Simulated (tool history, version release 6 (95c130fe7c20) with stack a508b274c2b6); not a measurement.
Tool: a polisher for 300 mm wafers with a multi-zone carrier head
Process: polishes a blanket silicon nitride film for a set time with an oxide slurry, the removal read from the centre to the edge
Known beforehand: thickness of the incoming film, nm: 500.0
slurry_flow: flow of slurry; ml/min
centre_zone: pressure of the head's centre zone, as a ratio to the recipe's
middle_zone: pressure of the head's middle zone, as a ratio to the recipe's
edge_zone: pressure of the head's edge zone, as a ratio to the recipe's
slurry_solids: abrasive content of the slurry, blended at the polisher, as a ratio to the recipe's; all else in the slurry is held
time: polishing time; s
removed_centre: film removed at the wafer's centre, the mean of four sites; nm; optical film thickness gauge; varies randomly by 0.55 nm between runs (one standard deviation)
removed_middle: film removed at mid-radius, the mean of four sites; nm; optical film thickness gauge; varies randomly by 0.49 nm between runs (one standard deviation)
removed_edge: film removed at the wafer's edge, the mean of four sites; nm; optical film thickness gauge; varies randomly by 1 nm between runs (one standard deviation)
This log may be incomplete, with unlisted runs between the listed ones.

run 1 hour=0.0 | slurry_flow=200 centre_zone=1.00 middle_zone=1.00 edge_zone=1.00 slurry_solids=1.00 time=75 | removed_centre=77.656 removed_middle=79.009 removed_edge=78.504
run 2 hour=8.5 | slurry_flow=170 centre_zone=1.00 middle_zone=1.00 edge_zone=1.00 slurry_solids=1.00 time=75 | removed_centre=75.513 removed_middle=75.607 removed_edge=76.806
run 3 hour=9.1 | slurry_flow=170 centre_zone=1.00 middle_zone=1.00 edge_zone=0.91 slurry_solids=1.00 time=75 | removed_centre=74.970 removed_middle=77.166 removed_edge=72.616
run 4 hour=11.4 | slurry_flow=160 centre_zone=1.02 middle_zone=0.96 edge_zone=0.91 slurry_solids=1.00 time=75 | removed_centre=76.042 removed_middle=72.740 removed_edge=72.045
run 5 hour=15.3 | slurry_flow=160 centre_zone=0.94 middle_zone=0.96 edge_zone=0.91 slurry_solids=1.00 time=75 | removed_centre=71.460 removed_middle=74.160 removed_edge=73.125
run 6 hour=17.1 | slurry_flow=160 centre_zone=0.94 middle_zone=0.96 edge_zone=0.91 slurry_solids=0.85 time=75 | removed_centre=68.079 removed_middle=70.673 removed_edge=69.963

Forecast run 7:
run 7 hour=21.7 | slurry_flow=195 centre_zone=1.04 middle_zone=0.86 edge_zone=0.88 slurry_solids=0.80 time=75 | removed_centre=? removed_middle=? removed_edge=?

{"run 7": {"removed_centre": 74.793, "removed_middle": 63.726, "removed_edge": 66.412}}
